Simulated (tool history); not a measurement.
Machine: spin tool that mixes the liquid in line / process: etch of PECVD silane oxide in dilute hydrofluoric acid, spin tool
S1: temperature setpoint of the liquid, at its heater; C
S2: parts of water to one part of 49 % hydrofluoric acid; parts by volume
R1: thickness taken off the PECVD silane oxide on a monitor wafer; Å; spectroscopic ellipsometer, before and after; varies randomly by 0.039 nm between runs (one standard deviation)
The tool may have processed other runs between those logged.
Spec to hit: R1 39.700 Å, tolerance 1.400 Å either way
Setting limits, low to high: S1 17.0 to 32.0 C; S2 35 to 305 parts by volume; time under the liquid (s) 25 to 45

{"run": 1, "day": 0.0, "S1": 24.0, "S2": 170, "time under the liquid (s)": 45, "R1": 69.284}
{"run": 2, "day": 0.2, "S1": 24.0, "S2": 150, "time under the liquid (s)": 45, "R1": 81.061}
{"run": 3, "day": 0.379, "S1": 24.0, "S2": 180, "time under the liquid (s)": 45, "R1": 64.873}
{"run": 4, "day": 0.496, "S1": 23.0, "S2": 185, "time under the liquid (s)": 45, "R1": 60.253}
{"run": 5, "day": 0.517, "S1": 22.5, "S2": 190, "time under the liquid (s)": 45, "R1": 57.59}
{"run": 6, "day": 0.888, "S1": 25.5, "S2": 190, "time under the liquid (s)": 45, "R1": 64.955}
{"run": 7, "day": 1.196, "S1": 24.5, "S2": 195, "time under the liquid (s)": 45, "R1": 59.427}
{"run": 8, "day": 1.25, "S1": 23.5, "S2": 200, "time under the liquid (s)": 45, "R1": 56.071}
{"run": 9, "day": 1.35, "S1": 22.5, "S2": 205, "time under the liquid (s)": 45, "R1": 52.191}
{"run": 10, "day": 1.583, "S1": 22.0, "S2": 205, "time under the liquid (s)": 45, "R1": 50.85}
{"run": 11, "day": 1.829, "S1": 21.5, "S2": 205, "time under the liquid (s)": 45, "R1": 50.602}
{"run": 12, "day": 2.138, "S1": 21.0, "S2": 205, "time under the liquid (s)": 45, "R1": 50.038}
{"run": 13, "day": 2.329, "S1": 20.5, "S2": 210, "time under the liquid (s)": 45, "R1": 47.171}
{"run": 14, "day": 2.45, "S1": 20.0, "S2": 210, "time under the liquid (s)": 45, "R1": 45.886}
{"run": 15, "day": 2.542, "S1": 19.5, "S2": 210, "time under the liquid (s)": 45, "R1": 45.159}

Which one of the following 4 next-run settings gets every result inside its allowed miss? There is exactly one.
{"run": "A", "day": 2.633, "S1": 20.5, "S2": 195, "time under the liquid (s)": 45, "R1": "?"}
{"run": "B", "day": 2.633, "S1": 19.0, "S2": 200, "time under the liquid (s)": 45, "R1": "?"}
{"run": "C", "day": 2.633, "S1": 18.5, "S2": 230, "time under the liquid (s)": 45, "R1": "?"}
{"run": "D", "day": 2.633, "S1": 20.0, "S2": 195, "time under the liquid (s)": 45, "R1": "?"}

move=A R1=51.667
move=B R1=47.297
move=C R1=39.217
move=D R1=50.679
A: its largest miss is bigger than the last run's
B: its largest miss is bigger than the last run's
C: each result inside its tolerance
D: its largest miss is bigger than the last run's
Move C is the one to make.
